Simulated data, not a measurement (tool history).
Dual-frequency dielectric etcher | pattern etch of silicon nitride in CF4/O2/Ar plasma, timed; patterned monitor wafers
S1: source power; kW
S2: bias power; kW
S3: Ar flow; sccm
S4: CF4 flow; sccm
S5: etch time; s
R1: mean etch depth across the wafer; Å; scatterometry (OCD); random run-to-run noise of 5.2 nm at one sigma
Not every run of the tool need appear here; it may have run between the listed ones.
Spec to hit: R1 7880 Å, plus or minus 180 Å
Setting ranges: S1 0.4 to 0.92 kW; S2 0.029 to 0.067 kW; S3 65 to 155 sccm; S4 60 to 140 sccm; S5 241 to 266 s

run  hour    S1     S2   S3   S4   S5      R1
  1     0  0.66  0.048  110  100  266  5758.5
  2   8.3  0.73  0.048  110  100  266  6336.5
  3  16.6  0.73  0.048  110  100  266  6251.7
  4  23.6  0.73  0.054  110  100  266  6563.4
  5  32.7  0.76  0.054  110  100  266  6823.7
  6  34.9  0.78  0.054  110  100  266  6988.8
  7  39.5   0.8  0.054  110  100  266  7309.6
  8  41.4  0.81  0.054  110  100  266    7363
  9  48.8  0.82  0.054  110  100  266  7422.9
 10  57.2  0.83  0.054  110  100  266  7480.3

Which one of the following 4 next-run settings gets every result inside its allowed miss? There is exactly one.
  A  65.6  0.84  0.058   95  108    262   ?
  B  65.6  0.89  0.053  112   97    249   ?
  C  65.6  0.84  0.062   99   83  255.5   ?
  D  65.6  0.84  0.041  105  127    266   ?

move      R1
   A  7820.4
   B  7396.6
   C  7446.1
   D  7271.8
A: meets every target
B: misses by more than the last run did
C: misses by more than the last run did
D: misses by more than the last run did
Answer: A
